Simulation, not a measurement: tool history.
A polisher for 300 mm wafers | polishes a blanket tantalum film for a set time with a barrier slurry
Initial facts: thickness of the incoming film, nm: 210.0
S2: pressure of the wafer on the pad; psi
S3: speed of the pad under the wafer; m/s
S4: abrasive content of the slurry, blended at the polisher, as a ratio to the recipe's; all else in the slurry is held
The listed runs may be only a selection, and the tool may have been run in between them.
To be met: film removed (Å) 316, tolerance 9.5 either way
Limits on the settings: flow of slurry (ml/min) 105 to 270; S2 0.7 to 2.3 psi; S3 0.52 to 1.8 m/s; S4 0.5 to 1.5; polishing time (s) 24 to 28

run 1 hour=0 | flow_of_slurry_(ml/min)=175 S2=1.5 S3=1.16 S4=1 polishing_time_(s)=28 | film_removed_(Å)=342.56
run 2 hour=8.8 | flow_of_slurry_(ml/min)=175 S2=1.2 S3=1.16 S4=1 polishing_time_(s)=28 | film_removed_(Å)=276.61
run 3 hour=11.7 | flow_of_slurry_(ml/min)=175 S2=1.2 S3=1.16 S4=1.2 polishing_time_(s)=28 | film_removed_(Å)=295.43
run 4 hour=17.7 | flow_of_slurry_(ml/min)=175 S2=1.2 S3=1.16 S4=1.2 polishing_time_(s)=28 | film_removed_(Å)=293.99
run 5 hour=21.3 | flow_of_slurry_(ml/min)=175 S2=1.2 S3=1.02 S4=1.2 polishing_time_(s)=28 | film_removed_(Å)=264.77
run 6 hour=22.7 | flow_of_slurry_(ml/min)=175 S2=1.3 S3=1.02 S4=1.2 polishing_time_(s)=28 | film_removed_(Å)=286.62
run 7 hour=29.3 | flow_of_slurry_(ml/min)=180 S2=1.3 S3=1.02 S4=1.2 polishing_time_(s)=28 | film_removed_(Å)=286.93
run 8 hour=37.3 | flow_of_slurry_(ml/min)=190 S2=1.3 S3=1.02 S4=1.2 polishing_time_(s)=28 | film_removed_(Å)=292.33
run 9 hour=46.1 | flow_of_slurry_(ml/min)=200 S2=1.3 S3=1.02 S4=1.2 polishing_time_(s)=28 | film_removed_(Å)=297.23
run 10 hour=49.7 | flow_of_slurry_(ml/min)=200 S2=1.3 S3=1.02 S4=1.2 polishing_time_(s)=28 | film_removed_(Å)=294.34
run 11 hour=55.3 | flow_of_slurry_(ml/min)=205 S2=1.3 S3=1.02 S4=1.2 polishing_time_(s)=28 | film_removed_(Å)=293.28
run 12 hour=57.3 | flow_of_slurry_(ml/min)=210 S2=1.3 S3=1.02 S4=1.2 polishing_time_(s)=28 | film_removed_(Å)=295.37

Exercise: of the 5 proposed moves below, exactly one satisfies all targets within the stated allowed misses. Which move is it?
run A hour=59.3 | flow_of_slurry_(ml/min)=270 S2=1.2 S3=1.32 S4=1.2 polishing_time_(s)=28 | film_removed_(Å)=?
run B hour=59.3 | flow_of_slurry_(ml/min)=270 S2=1.4 S3=1.02 S4=1.2 polishing_time_(s)=27 | film_removed_(Å)=?
run C hour=59.3 | flow_of_slurry_(ml/min)=205 S2=1.4 S3=0.94 S4=1.1 polishing_time_(s)=28 | film_removed_(Å)=?
run D hour=59.3 | flow_of_slurry_(ml/min)=210 S2=1.3 S3=1.1 S4=1.05 polishing_time_(s)=27 | film_removed_(Å)=?
run E hour=59.3 | flow_of_slurry_(ml/min)=190 S2=1.2 S3=1.18 S4=1.2 polishing_time_(s)=27 | film_removed_(Å)=?

move=A film_removed_(Å)=340.68
move=B film_removed_(Å)=312.66
move=C film_removed_(Å)=287.8
move=D film_removed_(Å)=286.97
move=E film_removed_(Å)=288.16
A: pushes the last run's worst result past its target
B: hits every target within its allowed miss
C: the biggest miss grows against the last run
D: the biggest miss grows against the last run
E: the biggest miss grows against the last run
Move B is the one to make.
